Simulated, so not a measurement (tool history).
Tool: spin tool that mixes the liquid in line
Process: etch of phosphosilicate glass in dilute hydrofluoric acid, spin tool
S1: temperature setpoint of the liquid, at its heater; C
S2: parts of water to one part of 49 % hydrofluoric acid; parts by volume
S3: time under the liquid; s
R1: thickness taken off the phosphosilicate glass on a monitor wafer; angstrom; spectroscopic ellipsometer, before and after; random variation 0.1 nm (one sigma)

| run | hour | S1 | S2 | S3 | R1 |
|---|---|---|---|---|---|
| 1 | 0 | 23 | 105 | 15 | 96.321 |
| 2 | 3.4 | 24 | 100 | 15 | 106.79 |
| 3 | 5 | 24.5 | 100 | 15 | 109.52 |
| 4 | 10.5 | 25 | 100 | 15 | 110.91 |
| 5 | 18.2 | 25.5 | 100 | 15 | 114.39 |
| 6 | 24.7 | 25.5 | 90 | 15 | 127.72 |
| 7 | 31.3 | 26 | 90 | 15 | 130.5 |
| 8 | 36.7 | 26.5 | 90 | 15 | 132.37 |
| 9 | 40.5 | 27 | 90 | 15 | 134.63 |

Run 10 comes next. What will it give?
| 10 | 48.5 | 27 | 90 | 15 | ? |

{"run 10": {"R1": 136.27}}
